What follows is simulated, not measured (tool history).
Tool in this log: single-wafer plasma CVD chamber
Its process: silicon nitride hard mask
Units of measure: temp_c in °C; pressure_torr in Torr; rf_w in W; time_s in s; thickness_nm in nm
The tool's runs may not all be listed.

Run 1, hour 0.0: temp_c 385 °C, pressure_torr 1.38 Torr, rf_w 385 W, time_s 51.7 s. Result: thickness_nm 68.557 nm.
Run 2, hour 8.9: temp_c 385 °C, pressure_torr 1.30 Torr, rf_w 375 W, time_s 51.7 s. Result: thickness_nm 65.101 nm.
Run 3, hour 17.7: temp_c 385 °C, pressure_torr 1.30 Torr, rf_w 420 W, time_s 51.7 s. Result: thickness_nm 69.566 nm.
Run 4, hour 19.7: temp_c 385 °C, pressure_torr 1.22 Torr, rf_w 415 W, time_s 51.7 s. Result: thickness_nm 67.605 nm.
Run 5, hour 23.3: temp_c 385 °C, pressure_torr 1.45 Torr, rf_w 415 W, time_s 51.7 s. Result: thickness_nm 73.038 nm.
Run 6, hour 29.0: temp_c 385 °C, pressure_torr 1.45 Torr, rf_w 440 W, time_s 51.7 s. Result: thickness_nm 75.496 nm.
Run 7, hour 34.1: temp_c 385 °C, pressure_torr 1.32 Torr, rf_w 430 W, time_s 51.7 s. Result: thickness_nm 71.499 nm.

What does the tool deliver on the next run?
Run 8, hour 36.3: temp_c 385 °C, pressure_torr 1.22 Torr, rf_w 425 W, time_s 51.7 s. Result: thickness_nm ?.

{"run 8": {"thickness_nm": 68.216}}

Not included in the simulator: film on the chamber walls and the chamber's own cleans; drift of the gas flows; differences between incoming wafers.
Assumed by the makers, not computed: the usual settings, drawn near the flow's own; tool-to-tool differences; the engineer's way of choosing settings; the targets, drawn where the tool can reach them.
